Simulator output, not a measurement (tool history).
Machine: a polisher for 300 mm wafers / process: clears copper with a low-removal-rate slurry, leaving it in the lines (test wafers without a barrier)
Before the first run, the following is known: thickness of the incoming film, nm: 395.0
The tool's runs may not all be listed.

run,hour,flow of slurry (ml/min),pressure of the wafer on the pad (kPa),speed of the pad under the wafer (cm/s),abrasive content of the slurry,overpolish time after the end point (s),time until the end point was called (s),dishing of a wide line in a test structure (angstrom)
1,0,195,19.3,90,1,29,155.89,429.57
2,2.7,190,17.2,90,1,32,175.66,417.75
3,5.2,190,17.2,90,1,40,176.67,484.82
4,6.7,220,17.2,90,1,40,168.26,512.48
5,15.2,200,16.5,90,1,41,181.84,479.99
6,16.3,200,16.5,100,1,41,165.74,537.82
7,20.6,175,11,100,1,44,245.03,392.43
8,25.5,185,11,100,1,44,241.52,394.33
9,34.1,190,11,100,1,45,244.7,407.52
10,35.4,200,11,100,1,45,242.53,416.14

Run 11, settings as shown, results not yet in. Your forecast:
11,42.4,205,11,100,1,45,?,?

{"run 11": {"time until the end point was called (s)": 241.42, "dishing of a wide line in a test structure (angstrom)": 416.58}}
